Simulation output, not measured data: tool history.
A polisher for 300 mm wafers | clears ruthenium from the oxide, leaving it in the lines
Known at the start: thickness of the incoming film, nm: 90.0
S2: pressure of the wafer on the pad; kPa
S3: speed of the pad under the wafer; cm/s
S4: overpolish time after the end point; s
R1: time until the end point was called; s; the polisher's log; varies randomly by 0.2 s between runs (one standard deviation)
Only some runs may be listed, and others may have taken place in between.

run 1 hour=0 | flow_of_slurry_(ml/min)=295 S2=17.9 S3=118 S4=7 | R1=43.439
run 2 hour=6.9 | flow_of_slurry_(ml/min)=295 S2=20.7 S3=122 S4=7 | R1=36.531
run 3 hour=12.6 | flow_of_slurry_(ml/min)=230 S2=20.7 S3=122 S4=7 | R1=37.651
run 4 hour=20.3 | flow_of_slurry_(ml/min)=245 S2=22.8 S3=126 S4=7 | R1=32.927
run 5 hour=28.7 | flow_of_slurry_(ml/min)=310 S2=22.8 S3=126 S4=7 | R1=32.384
run 6 hour=34.6 | flow_of_slurry_(ml/min)=310 S2=25.5 S3=126 S4=7 | R1=29.23

The next listed run, before its measurement:
run 7 hour=39.2 | flow_of_slurry_(ml/min)=310 S2=26.2 S3=132 S4=7 | R1=?

Logged for run 7: R1 27.157 s.
